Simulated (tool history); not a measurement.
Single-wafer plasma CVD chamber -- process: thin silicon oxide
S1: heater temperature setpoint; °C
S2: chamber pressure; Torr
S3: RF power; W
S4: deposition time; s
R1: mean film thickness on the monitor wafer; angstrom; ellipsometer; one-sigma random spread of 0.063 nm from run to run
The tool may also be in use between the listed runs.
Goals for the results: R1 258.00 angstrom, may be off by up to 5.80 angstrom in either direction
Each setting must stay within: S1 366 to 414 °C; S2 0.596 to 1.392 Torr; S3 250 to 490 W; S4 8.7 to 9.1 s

| run | hour | S1 | S2 | S3 | S4 | R1 |
|---|---|---|---|---|---|---|
| 1 | 0.0 | 390 | 0.994 | 370 | 9.1 | 212.92 |
| 2 | 2.0 | 381 | 0.994 | 370 | 9.1 | 215.39 |
| 3 | 10.2 | 381 | 0.994 | 410 | 9.1 | 225.58 |
| 4 | 11.1 | 381 | 1.030 | 410 | 9.1 | 232.26 |
| 5 | 12.3 | 381 | 1.058 | 410 | 9.1 | 237.94 |
| 6 | 18.9 | 381 | 0.997 | 410 | 9.1 | 225.53 |
| 7 | 24.7 | 381 | 1.030 | 410 | 9.1 | 232.53 |
| 8 | 26.7 | 381 | 1.056 | 410 | 9.1 | 236.96 |
| 9 | 28.4 | 381 | 1.078 | 410 | 9.1 | 240.67 |
| 10 | 29.4 | 381 | 1.096 | 410 | 9.1 | 244.79 |
| 11 | 33.4 | 381 | 1.109 | 410 | 9.1 | 247.82 |
| 12 | 37.9 | 381 | 1.119 | 410 | 9.1 | 249.33 |
| 13 | 43.1 | 381 | 1.128 | 410 | 9.1 | 251.57 |

Exercise: of the 4 proposed moves below, exactly one satisfies all targets within the stated allowed misses. Which move is it?
| A | 48.3 | 380 | 1.276 | 410 | 9.1 | ? |
| B | 48.3 | 382 | 1.324 | 420 | 9.0 | ? |
| C | 48.3 | 375 | 1.226 | 420 | 8.8 | ? |
| D | 48.3 | 376 | 1.295 | 415 | 9.0 | ? |

| move | R1 |
|---|---|
| A | 269.31 |
| B | 273.91 |
| C | 258.62 |
| D | 270.41 |
A: moves the result that the last run missed by most past its target, out the other side
B: moves the result that the last run missed by most past its target, out the other side
C: meets every target
D: moves the result that the last run missed by most past its target, out the other side
The right move is C.
